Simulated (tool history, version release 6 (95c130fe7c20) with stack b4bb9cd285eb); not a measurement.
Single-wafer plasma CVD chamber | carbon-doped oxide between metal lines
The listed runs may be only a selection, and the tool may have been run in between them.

run	day	heater temperature setpoint (K)	chamber pressure (Torr)	RF power (W)	deposition time (s)	mean film thickness on the monitor wafer (Å)
1	0	643.15	3.94	445	16.9	728.92
2	0.033	643.15	3.94	445	16.1	696.6
3	0.333	648.15	3.94	445	16.1	691.32
4	0.646	648.15	3.94	445	16.1	689.06
5	0.833	651.15	3.67	425	16.1	657.19
6	1.008	661.15	3.67	425	16.1	647.71
7	1.242	661.15	3.5	415	16.1	636.14

For run 8, what comes out?
8	1.596	661.15	3.41	405	16.1	?

Run 8 measured mean film thickness on the monitor wafer (Å) 621.49.
